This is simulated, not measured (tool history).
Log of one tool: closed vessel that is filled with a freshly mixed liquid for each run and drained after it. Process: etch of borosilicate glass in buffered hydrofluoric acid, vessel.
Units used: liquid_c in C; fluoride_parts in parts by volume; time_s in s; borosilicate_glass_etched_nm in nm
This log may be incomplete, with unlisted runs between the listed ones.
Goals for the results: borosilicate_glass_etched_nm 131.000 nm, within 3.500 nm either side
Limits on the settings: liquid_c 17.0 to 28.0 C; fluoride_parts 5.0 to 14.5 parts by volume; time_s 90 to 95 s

run	hour	liquid_c	fluoride_parts	time_s	borosilicate_glass_etched_nm
1	0.0	20.0	9.0	90	98.956
2	2.2	20.5	9.0	90	102.680
3	4.5	17.0	9.0	90	84.776
4	10.4	20.0	9.0	90	99.488
5	19.7	20.5	9.0	90	102.040
6	21.9	22.0	9.0	90	110.800
7	31.0	22.5	9.0	90	113.770
8	36.8	23.0	9.0	90	116.730
9	41.0	24.0	9.0	90	123.120
10	42.1	24.5	9.0	90	126.430

Exercise: of the 4 proposed moves below, exactly one satisfies all targets within the stated allowed misses. Which move is it?
A	43.2	25.5	9.0	95	?
B	43.2	24.0	9.0	90	?
C	43.2	26.0	9.5	90	?
D	43.2	22.0	8.5	95	?

move	borosilicate_glass_etched_nm
A	140.060
B	122.620
C	131.560
D	123.950
A: pushes the last run's worst result past its target
B: misses by more than the last run did
C: all results land within tolerance of their targets
D: misses by more than the last run did
C meets every target.

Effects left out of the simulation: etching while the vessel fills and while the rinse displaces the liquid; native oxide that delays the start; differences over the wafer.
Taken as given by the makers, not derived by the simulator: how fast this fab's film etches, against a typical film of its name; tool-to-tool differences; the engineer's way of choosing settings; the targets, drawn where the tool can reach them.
